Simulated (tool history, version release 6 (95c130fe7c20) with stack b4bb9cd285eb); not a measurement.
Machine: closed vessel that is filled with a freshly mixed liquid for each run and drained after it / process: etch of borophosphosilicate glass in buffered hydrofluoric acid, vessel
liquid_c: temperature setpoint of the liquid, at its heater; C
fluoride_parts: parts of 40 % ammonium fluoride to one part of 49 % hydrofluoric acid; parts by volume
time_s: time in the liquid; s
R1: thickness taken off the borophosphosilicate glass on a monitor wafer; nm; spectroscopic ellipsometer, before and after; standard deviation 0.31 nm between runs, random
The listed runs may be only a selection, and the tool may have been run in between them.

{"run": 1, "day": 0.0, "liquid_c": 22.0, "fluoride_parts": 21.5, "time_s": 105, "R1": 139.3}
{"run": 2, "day": 0.346, "liquid_c": 21.0, "fluoride_parts": 23.0, "time_s": 105, "R1": 125.64}
{"run": 3, "day": 0.508, "liquid_c": 21.0, "fluoride_parts": 20.0, "time_s": 105, "R1": 138.08}
{"run": 4, "day": 0.683, "liquid_c": 21.0, "fluoride_parts": 24.0, "time_s": 105, "R1": 121.47}
{"run": 5, "day": 0.812, "liquid_c": 20.0, "fluoride_parts": 25.0, "time_s": 105, "R1": 111.24}
{"run": 6, "day": 0.858, "liquid_c": 19.5, "fluoride_parts": 26.0, "time_s": 105, "R1": 105.17}
{"run": 7, "day": 0.904, "liquid_c": 19.0, "fluoride_parts": 26.5, "time_s": 105, "R1": 101.37}

What will run 8 give?
{"run": 8, "day": 1.275, "liquid_c": 18.5, "fluoride_parts": 27.0, "time_s": 105, "R1": "?"}

Run 8 came out at R1 97.318 nm.
